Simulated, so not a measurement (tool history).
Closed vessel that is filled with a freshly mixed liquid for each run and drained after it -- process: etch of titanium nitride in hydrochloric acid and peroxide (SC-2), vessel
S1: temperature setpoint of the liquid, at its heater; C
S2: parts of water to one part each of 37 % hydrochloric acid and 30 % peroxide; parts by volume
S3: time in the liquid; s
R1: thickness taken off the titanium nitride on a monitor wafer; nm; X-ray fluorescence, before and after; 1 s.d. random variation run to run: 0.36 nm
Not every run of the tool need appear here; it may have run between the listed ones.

run,hour,S1,S2,S3,R1
1,0,54,6.5,875,25.796
2,2.6,54,6.5,875,25.718
3,5.1,57.5,6.5,875,32.191
4,6.3,57.5,6.5,875,32.25
5,7.4,57.5,5.5,875,36.403
6,15.5,57.5,5.5,935,39.002
7,23.1,59,5.5,935,42.192
8,26.7,60,5.5,935,45.829
9,32.6,60.5,5.5,935,46.979
10,36.3,60.5,5.5,935,47.159

Estimate the outcome of run 11 from the log above:
11,38,61,5.5,935,?

Run 11 produced R1 48.141 nm.
